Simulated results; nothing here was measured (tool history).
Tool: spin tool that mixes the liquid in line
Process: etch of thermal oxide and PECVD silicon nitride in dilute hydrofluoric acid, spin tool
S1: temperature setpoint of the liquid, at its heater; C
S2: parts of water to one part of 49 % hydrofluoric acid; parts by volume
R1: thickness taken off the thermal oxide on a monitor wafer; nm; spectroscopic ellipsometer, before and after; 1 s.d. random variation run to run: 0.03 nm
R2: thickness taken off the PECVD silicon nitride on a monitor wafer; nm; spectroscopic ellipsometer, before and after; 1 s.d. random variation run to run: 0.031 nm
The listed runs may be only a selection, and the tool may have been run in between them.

{"run": 1, "day": 0.0, "S1": 22, "S2": 70, "time under the liquid (s)": 120, "R1": 7.2475, "R2": 5.3499}
{"run": 2, "day": 0.079, "S1": 22, "S2": 70, "time under the liquid (s)": 155, "R1": 9.5372, "R2": 6.915}
{"run": 3, "day": 0.2, "S1": 20.5, "S2": 70, "time under the liquid (s)": 155, "R1": 8.9466, "R2": 6.1693}
{"run": 4, "day": 0.571, "S1": 20.5, "S2": 70, "time under the liquid (s)": 120, "R1": 6.9051, "R2": 4.816}
{"run": 5, "day": 0.733, "S1": 20.5, "S2": 70, "time under the liquid (s)": 165, "R1": 9.5353, "R2": 6.6336}
{"run": 6, "day": 0.975, "S1": 20.5, "S2": 70, "time under the liquid (s)": 125, "R1": 7.2789, "R2": 4.9974}
{"run": 7, "day": 1.15, "S1": 20.5, "S2": 80, "time under the liquid (s)": 125, "R1": 6.2022, "R2": 4.4168}
{"run": 8, "day": 1.446, "S1": 20.5, "S2": 85, "time under the liquid (s)": 125, "R1": 5.7417, "R2": 4.1898}
{"run": 9, "day": 1.546, "S1": 20.5, "S2": 90, "time under the liquid (s)": 125, "R1": 5.4841, "R2": 3.9136}

For run 10, what comes out?
{"run": 10, "day": 1.692, "S1": 20.5, "S2": 95, "time under the liquid (s)": 125, "R1": "?", "R2": "?"}

R1: 5.1981 nm
R2: 3.6731 nm

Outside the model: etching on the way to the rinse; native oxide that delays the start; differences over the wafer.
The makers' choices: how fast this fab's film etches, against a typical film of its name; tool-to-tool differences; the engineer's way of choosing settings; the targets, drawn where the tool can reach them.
